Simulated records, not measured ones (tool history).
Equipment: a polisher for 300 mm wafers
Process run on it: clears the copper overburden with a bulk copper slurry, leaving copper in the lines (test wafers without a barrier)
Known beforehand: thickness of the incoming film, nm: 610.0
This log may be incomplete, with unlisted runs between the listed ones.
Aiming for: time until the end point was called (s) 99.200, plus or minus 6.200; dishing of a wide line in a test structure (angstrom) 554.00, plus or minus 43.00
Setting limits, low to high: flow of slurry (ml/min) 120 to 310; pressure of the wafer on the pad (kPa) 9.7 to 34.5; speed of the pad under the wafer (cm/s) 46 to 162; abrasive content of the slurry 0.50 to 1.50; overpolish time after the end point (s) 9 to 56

| run | hour | flow of slurry (ml/min) | pressure of the wafer on the pad (kPa) | speed of the pad under the wafer (cm/s) | abrasive content of the slurry | overpolish time after the end point (s) | time until the end point was called (s) | dishing of a wide line in a test structure (angstrom) |
|---|---|---|---|---|---|---|---|---|
| 1 | 0.0 | 200 | 22.1 | 104 | 1.00 | 29 | 55.031 | 578.86 |
| 2 | 3.5 | 200 | 22.1 | 104 | 1.20 | 29 | 52.640 | 616.90 |
| 3 | 7.2 | 200 | 17.9 | 104 | 1.20 | 29 | 60.701 | 560.18 |
| 4 | 8.1 | 200 | 17.9 | 92 | 1.20 | 29 | 66.440 | 572.79 |
| 5 | 14.1 | 200 | 16.5 | 86 | 1.20 | 30 | 76.335 | 572.09 |
| 6 | 19.0 | 200 | 15.9 | 84 | 1.20 | 30 | 80.140 | 566.55 |
| 7 | 27.3 | 200 | 15.2 | 82 | 1.20 | 30 | 84.341 | 542.04 |
| 8 | 30.4 | 185 | 14.5 | 68 | 1.10 | 44 | 108.170 | 570.34 |

Which single option among these 4 for the next run brings every result within its allowed miss of target? Just one does.
| A | 33.5 | 185 | 13.8 | 76 | 1.15 | 42 | ? | ? |
| B | 33.5 | 195 | 14.5 | 64 | 1.00 | 56 | ? | ? |
| C | 33.5 | 180 | 16.5 | 56 | 1.15 | 41 | ? | ? |
| D | 33.5 | 155 | 11.0 | 72 | 1.25 | 47 | ? | ? |

| move | time until the end point was called (s) | dishing of a wide line in a test structure (angstrom) |
|---|---|---|
| A | 97.301 | 556.12 |
| B | 114.240 | 563.69 |
| C | 117.280 | 551.40 |
| D | 117.150 | 541.45 |
A: all results land within tolerance of their targets
B: further off than the last run
C: further off than the last run
D: further off than the last run
Answer: A
